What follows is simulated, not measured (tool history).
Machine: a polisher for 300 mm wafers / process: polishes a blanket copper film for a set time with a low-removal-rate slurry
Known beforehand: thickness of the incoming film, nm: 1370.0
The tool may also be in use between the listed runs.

run	hour	flow of slurry (ml/min)	pressure of the wafer on the pad (kPa)	speed of the pad under the wafer (m/s)	abrasive content of the slurry	polishing time (s)	film removed (Å)
1	0	280	15.9	0.86	1	46	768.57
2	2.8	280	15.9	0.86	1	48	802.36
3	9.6	285	16.5	0.86	1	48	845.19
4	13.2	285	16.5	0.86	0.8	48	779.18
5	21.5	285	16.5	0.86	0.8	46	744.06
6	28.5	220	16.5	0.86	0.8	46	741.05
7	33.7	220	17.2	0.86	0.8	46	757.59

The next listed run, before its measurement:
8	34.9	220	17.9	0.86	0.8	46	?

Logged for run 8: film removed (Å) 781.87.
